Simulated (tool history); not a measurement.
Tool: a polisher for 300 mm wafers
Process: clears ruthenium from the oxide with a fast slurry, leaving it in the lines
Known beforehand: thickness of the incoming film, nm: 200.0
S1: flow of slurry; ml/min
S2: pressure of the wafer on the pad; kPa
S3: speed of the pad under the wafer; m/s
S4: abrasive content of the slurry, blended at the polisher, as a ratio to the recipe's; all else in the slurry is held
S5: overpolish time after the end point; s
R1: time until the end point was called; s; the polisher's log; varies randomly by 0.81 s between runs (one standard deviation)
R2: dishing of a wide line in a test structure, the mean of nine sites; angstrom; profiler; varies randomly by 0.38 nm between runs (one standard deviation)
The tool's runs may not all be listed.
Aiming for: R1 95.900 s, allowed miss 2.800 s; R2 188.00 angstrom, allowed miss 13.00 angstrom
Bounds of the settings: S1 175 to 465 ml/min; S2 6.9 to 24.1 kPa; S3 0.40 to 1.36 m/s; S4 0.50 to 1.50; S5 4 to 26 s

run	hour	S1	S2	S3	S4	S5	R1	R2
1	0.0	295	15.2	0.88	1.00	13	81.436	312.59
2	2.8	320	15.2	0.88	1.00	13	81.593	300.91
3	6.6	320	18.6	0.88	1.00	13	68.459	354.34
4	9.5	290	18.6	0.88	1.00	13	67.645	371.89
5	13.9	290	18.6	1.08	1.00	13	57.740	426.12
6	21.2	290	15.9	1.08	1.00	12	67.275	343.64
7	23.8	290	11.7	1.06	1.00	7	90.575	156.09
8	32.6	290	11.7	1.06	1.00	7	90.219	156.34
9	34.1	285	11.7	1.06	1.00	8	90.500	176.05
10	41.1	275	11.7	1.06	1.00	8	90.766	182.78
11	42.7	265	11.7	1.06	1.00	8	90.787	182.98
12	48.5	255	11.7	1.06	1.00	8	91.522	178.71
13	52.0	245	11.7	1.06	1.00	8	90.245	181.11

Consider the 5 candidate settings below. Which is the only one whose results all fall within their allowed miss of target?
A	55.5	235	11.0	0.98	1.05	8	?	?
B	55.5	180	13.1	0.96	0.95	9	?	?
C	55.5	245	11.7	1.18	0.90	10	?	?
D	55.5	220	11.0	1.08	1.00	8	?	?
E	55.5	255	9.0	1.12	1.15	11	?	?

move	R1	R2
A	98.062	162.31
B	93.279	190.54
C	89.162	219.75
D	94.300	168.51
E	99.771	216.23
A: corrects the largest miss of the last run, while another result sits out of spec
B: meets every target
C: misses by more than the last run did
D: corrects the largest miss of the last run, while another result sits out of spec
E: pushes the last run's worst result past its target
Move B is the one to make.
